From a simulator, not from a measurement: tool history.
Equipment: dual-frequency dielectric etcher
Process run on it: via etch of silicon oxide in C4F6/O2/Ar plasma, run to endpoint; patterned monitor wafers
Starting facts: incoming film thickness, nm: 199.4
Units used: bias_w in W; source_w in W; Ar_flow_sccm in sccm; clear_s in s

run,day,bias_w,source_w,Ar_flow_sccm,clear_s
1,0.000,570,260,226,48.993
2,0.342,651,260,226,45.394
3,0.517,651,240,226,46.266
4,0.546,596,240,226,48.813
5,0.658,596,280,226,46.803
6,0.908,596,240,226,48.555
7,1.183,615,240,226,47.698
# day 1.388: bias power generator calibrated
8,1.388,630,240,226,46.471

What does the tool deliver on the next run?
9,1.700,639,240,226,?

clear_s: 46.374 s
